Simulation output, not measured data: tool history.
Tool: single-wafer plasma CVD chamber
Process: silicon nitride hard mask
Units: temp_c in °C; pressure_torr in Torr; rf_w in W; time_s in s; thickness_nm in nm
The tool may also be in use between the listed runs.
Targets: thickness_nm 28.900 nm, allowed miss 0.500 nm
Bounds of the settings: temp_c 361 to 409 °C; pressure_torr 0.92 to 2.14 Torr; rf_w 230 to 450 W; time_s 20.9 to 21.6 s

| run | day | temp_c | pressure_torr | rf_w | time_s | thickness_nm |
|---|---|---|---|---|---|---|
| 1 | 0.000 | 385 | 1.53 | 340 | 20.9 | 25.013 |
| 2 | 0.150 | 385 | 1.29 | 340 | 20.9 | 23.425 |
| 3 | 0.388 | 385 | 1.52 | 345 | 20.9 | 24.918 |
| 4 | 0.488 | 392 | 1.52 | 345 | 20.9 | 25.074 |
| 5 | 0.746 | 392 | 1.41 | 345 | 20.9 | 24.288 |
| 6 | 0.888 | 392 | 1.41 | 315 | 20.9 | 23.076 |
| 7 | 0.925 | 392 | 1.72 | 370 | 21.1 | 27.553 |
| 8 | 1.217 | 392 | 1.78 | 370 | 21.1 | 27.634 |
| 9 | 1.388 | 392 | 1.84 | 370 | 21.1 | 27.826 |
| 10 | 1.758 | 392 | 1.89 | 370 | 21.1 | 27.978 |
| 11 | 1.971 | 392 | 1.94 | 370 | 21.1 | 28.124 |

4 next moves are on the table. One of them brings every result within its allowed miss. Which?
| A | 2.183 | 398 | 1.61 | 400 | 21.2 | ? |
| B | 2.183 | 406 | 2.13 | 350 | 20.9 | ? |
| C | 2.183 | 387 | 1.93 | 370 | 21.5 | ? |
| D | 2.183 | 384 | 2.13 | 340 | 21.1 | ? |

| move | thickness_nm |
|---|---|
| A | 28.234 |
| B | 28.167 |
| C | 29.240 |
| D | 28.259 |
A: nearer than the last run, and not there yet
B: nearer than the last run, and not there yet
C: meets every target
D: nearer than the last run, and not there yet
The right move is C.
